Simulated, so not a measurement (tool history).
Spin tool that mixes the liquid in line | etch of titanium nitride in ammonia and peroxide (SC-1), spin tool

| run | hour | temperature setpoint of the liquid (C) | parts of water to one part of 30 % peroxide (parts by volume) | parts of 29 % ammonia solution to one part of 30 % peroxide (parts by volume) | time under the liquid (s) | thickness taken off the titanium nitride on a monitor wafer (nm) |
|---|---|---|---|---|---|---|
| 1 | 0 | 58 | 23.5 | 0.5 | 185 | 13.118 |
| 2 | 3.1 | 64.5 | 23.5 | 0.5 | 185 | 20.183 |
| 3 | 3.8 | 68 | 23.5 | 0.5 | 185 | 24.987 |
| 4 | 8.6 | 68 | 23.5 | 0.4 | 185 | 23.955 |
| 5 | 16.5 | 64.5 | 23.5 | 0.4 | 185 | 19.386 |
| 6 | 21.5 | 64.5 | 23.5 | 0.4 | 205 | 21.25 |
| 7 | 29.2 | 61 | 23.5 | 0.4 | 205 | 17.072 |
| 8 | 30.5 | 58.5 | 23.5 | 0.4 | 205 | 14.512 |
| 9 | 34.3 | 56.5 | 23.5 | 0.4 | 205 | 12.715 |
| 10 | 35.5 | 55 | 23.5 | 0.4 | 205 | 11.308 |

Forecast run 11:
| 11 | 41.2 | 53.5 | 23.5 | 0.4 | 205 | ? |

thickness taken off the titanium nitride on a monitor wafer (nm): 10.42

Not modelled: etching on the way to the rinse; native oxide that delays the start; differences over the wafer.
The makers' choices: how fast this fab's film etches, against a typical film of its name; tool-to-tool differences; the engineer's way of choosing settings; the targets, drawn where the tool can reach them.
